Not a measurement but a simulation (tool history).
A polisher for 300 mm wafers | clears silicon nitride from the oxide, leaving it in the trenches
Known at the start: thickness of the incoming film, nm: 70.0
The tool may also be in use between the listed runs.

run,day,flow of slurry (ml/min),pressure of the wafer on the pad (kPa),speed of the pad under the wafer (m/s),overpolish time after the end point (s),time until the end point was called (s)
1,0,145,14.5,0.94,22,104.52
2,0.275,145,14.5,0.8,22,124.56
3,0.446,145,14.5,0.58,22,164.91
4,0.625,145,14.5,0.74,22,132.57
5,0.838,145,16.5,0.76,22,115.19
6,1.083,145,17.9,0.76,22,105.5
7,1.367,145,19.3,0.78,22,97.54
8,1.658,145,20,0.82,22,92.478

Run 9 comes next. What will it give?
9,1.792,145,20,0.82,22,?

Run 9 gave time until the end point was called (s) 87.643.
